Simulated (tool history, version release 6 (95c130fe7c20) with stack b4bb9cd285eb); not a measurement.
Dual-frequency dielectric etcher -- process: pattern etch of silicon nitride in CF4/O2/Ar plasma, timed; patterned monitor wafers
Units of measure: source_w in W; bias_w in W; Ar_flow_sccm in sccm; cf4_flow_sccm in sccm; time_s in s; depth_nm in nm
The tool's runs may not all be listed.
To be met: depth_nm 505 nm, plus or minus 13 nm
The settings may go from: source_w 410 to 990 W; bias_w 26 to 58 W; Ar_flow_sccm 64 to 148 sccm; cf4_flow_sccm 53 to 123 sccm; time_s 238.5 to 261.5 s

run 1 day=0 | source_w=700 bias_w=42 Ar_flow_sccm=106 cf4_flow_sccm=88 time_s=261.5 | depth_nm=684.1
run 2 day=0.283 | source_w=700 bias_w=42 Ar_flow_sccm=106 cf4_flow_sccm=88 time_s=261.5 | depth_nm=683.92
run 3 day=0.312 | source_w=700 bias_w=39 Ar_flow_sccm=106 cf4_flow_sccm=88 time_s=261.5 | depth_nm=659.79
run 4 day=0.408 | source_w=700 bias_w=39 Ar_flow_sccm=120 cf4_flow_sccm=88 time_s=261.5 | depth_nm=641.98
run 5 day=0.758 | source_w=670 bias_w=39 Ar_flow_sccm=120 cf4_flow_sccm=88 time_s=261.5 | depth_nm=628.61
run 6 day=0.825 | source_w=760 bias_w=39 Ar_flow_sccm=120 cf4_flow_sccm=88 time_s=261.5 | depth_nm=688.57
run 7 day=0.883 | source_w=720 bias_w=39 Ar_flow_sccm=120 cf4_flow_sccm=88 time_s=261.5 | depth_nm=659.65
run 8 day=1.258 | source_w=690 bias_w=39 Ar_flow_sccm=120 cf4_flow_sccm=88 time_s=261.5 | depth_nm=635.17
run 9 day=1.567 | source_w=550 bias_w=37 Ar_flow_sccm=121 cf4_flow_sccm=87 time_s=261 | depth_nm=520.63
run 10 day=1.742 | source_w=550 bias_w=37 Ar_flow_sccm=121 cf4_flow_sccm=87 time_s=261 | depth_nm=521.83

Which single option among these 5 for the next run brings every result within its allowed miss of target? Just one does.
run A day=1.917 | source_w=600 bias_w=35 Ar_flow_sccm=148 cf4_flow_sccm=82 time_s=242.5 | depth_nm=?
run B day=1.917 | source_w=460 bias_w=37 Ar_flow_sccm=127 cf4_flow_sccm=101 time_s=261.5 | depth_nm=?
run C day=1.917 | source_w=520 bias_w=36 Ar_flow_sccm=139 cf4_flow_sccm=89 time_s=257 | depth_nm=?
run D day=1.917 | source_w=440 bias_w=44 Ar_flow_sccm=92 cf4_flow_sccm=88 time_s=261.5 | depth_nm=?
run E day=1.917 | source_w=540 bias_w=35 Ar_flow_sccm=130 cf4_flow_sccm=90 time_s=245.5 | depth_nm=?

move=A depth_nm=475.69
move=B depth_nm=466.12
move=C depth_nm=473.88
move=D depth_nm=510.18
move=E depth_nm=467.3
A: takes the result that was furthest off past its target
B: takes the result that was furthest off past its target
C: takes the result that was furthest off past its target
D: meets every target
E: takes the result that was furthest off past its target
The right move is D.

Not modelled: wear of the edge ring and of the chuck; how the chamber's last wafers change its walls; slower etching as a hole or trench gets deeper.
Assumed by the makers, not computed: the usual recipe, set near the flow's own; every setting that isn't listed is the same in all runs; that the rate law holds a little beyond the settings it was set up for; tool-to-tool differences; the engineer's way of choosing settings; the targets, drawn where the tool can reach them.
